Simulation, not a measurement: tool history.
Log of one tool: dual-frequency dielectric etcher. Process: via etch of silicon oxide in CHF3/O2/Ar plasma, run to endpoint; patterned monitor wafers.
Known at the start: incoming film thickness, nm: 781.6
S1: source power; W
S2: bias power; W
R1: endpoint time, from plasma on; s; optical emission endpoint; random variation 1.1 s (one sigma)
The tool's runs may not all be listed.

run 1 hour=0 | S1=760 S2=214 | R1=356.39
run 2 hour=4.1 | S1=760 S2=230 | R1=346.98
run 3 hour=6.5 | S1=640 S2=230 | R1=371.24
run 4 hour=9.5 | S1=690 S2=232 | R1=359.81
run 5 hour=12.7 | S1=730 S2=233 | R1=351.81
run 6 hour=18.2 | S1=760 S2=234 | R1=344.31

The next listed run, before its measurement:
run 7 hour=23.2 | S1=780 S2=235 | R1=?

{"run 7": {"R1": 340.62}}
